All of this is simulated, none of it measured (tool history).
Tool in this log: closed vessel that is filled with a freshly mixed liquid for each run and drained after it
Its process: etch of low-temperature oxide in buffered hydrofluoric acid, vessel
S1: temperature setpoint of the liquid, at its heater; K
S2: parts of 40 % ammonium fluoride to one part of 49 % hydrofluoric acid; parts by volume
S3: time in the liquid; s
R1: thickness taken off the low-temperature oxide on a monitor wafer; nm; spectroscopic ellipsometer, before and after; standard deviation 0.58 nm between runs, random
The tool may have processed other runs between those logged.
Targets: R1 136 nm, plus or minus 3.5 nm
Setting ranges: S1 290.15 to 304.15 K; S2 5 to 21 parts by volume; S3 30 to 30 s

| run | hour | S1 | S2 | S3 | R1 |
|---|---|---|---|---|---|
| 1 | 0 | 296.15 | 13 | 30 | 59.954 |
| 2 | 7.4 | 292.65 | 13 | 30 | 49.098 |
| 3 | 14.2 | 294.15 | 12.5 | 30 | 55.922 |
| 4 | 15.8 | 294.15 | 12.5 | 30 | 55.689 |
| 5 | 22 | 294.15 | 12.5 | 30 | 55.673 |
| 6 | 24.6 | 295.65 | 12 | 30 | 62.679 |
| 7 | 31.2 | 299.65 | 8 | 30 | 114.28 |
| 8 | 38 | 300.15 | 8 | 30 | 116.14 |
| 9 | 42.2 | 300.65 | 8 | 30 | 120.03 |

Exactly one of the 4 candidate moves below puts every result within its allowed miss. Which one?
| A | 46.4 | 301.65 | 7 | 30 | ? |
| B | 46.4 | 300.15 | 7 | 30 | ? |
| C | 46.4 | 302.15 | 7 | 30 | ? |
| D | 46.4 | 299.65 | 8.5 | 30 | ? |

| move | R1 |
|---|---|
| A | 145.84 |
| B | 134.67 |
| C | 149.74 |
| D | 106.3 |
A: the result that was furthest off in the last run now lies on the other side of its target
B: every result lands within tolerance
C: the result that was furthest off in the last run now lies on the other side of its target
D: misses by more than the last run did
The move that meets every target is B.
